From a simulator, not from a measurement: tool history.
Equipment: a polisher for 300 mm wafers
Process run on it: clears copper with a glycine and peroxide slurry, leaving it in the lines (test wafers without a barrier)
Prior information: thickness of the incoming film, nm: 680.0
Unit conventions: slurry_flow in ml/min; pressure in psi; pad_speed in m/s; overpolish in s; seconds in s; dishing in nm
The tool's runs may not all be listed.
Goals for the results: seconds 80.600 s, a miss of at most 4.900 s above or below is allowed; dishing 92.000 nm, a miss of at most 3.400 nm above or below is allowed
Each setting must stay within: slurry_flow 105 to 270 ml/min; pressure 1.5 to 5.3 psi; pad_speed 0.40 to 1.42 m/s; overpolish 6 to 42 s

run	hour	slurry_flow	pressure	pad_speed	overpolish	seconds	dishing
1	0.0	175	3.4	0.90	21	127.830	64.158
2	5.7	205	3.4	0.90	21	127.230	64.489
3	7.7	170	3.4	0.90	21	129.280	63.618
4	10.5	135	3.4	0.90	21	138.740	61.391
5	16.3	145	3.7	0.90	21	129.110	66.195
6	18.3	155	4.0	0.92	21	120.510	70.567
7	21.9	165	4.2	0.94	21	106.540	71.852
8	24.7	160	5.2	0.98	25	91.560	94.397
9	31.7	165	5.2	0.98	25	86.816	96.930
10	38.0	165	5.2	0.98	25	90.807	96.382
11	41.0	170	5.2	0.98	24	89.853	93.497
12	47.8	175	5.2	1.00	24	88.035	95.034

Of the 4 settings listed for the next run, only one would bring every result within its allowed miss of target. Which one?
A	54.6	145	5.2	1.14	22	?	?
B	54.6	190	5.3	1.20	16	?	?
C	54.6	175	4.6	0.86	30	?	?
D	54.6	180	5.3	0.86	28	?	?

move	seconds	dishing
A	81.907	92.746
B	73.691	81.082
C	109.510	93.828
D	97.596	97.439
A: each result inside its tolerance
B: pushes the last run's worst result past its target
C: misses by more than the last run did
D: misses by more than the last run did
So the answer is move A, the one that meets all the targets.
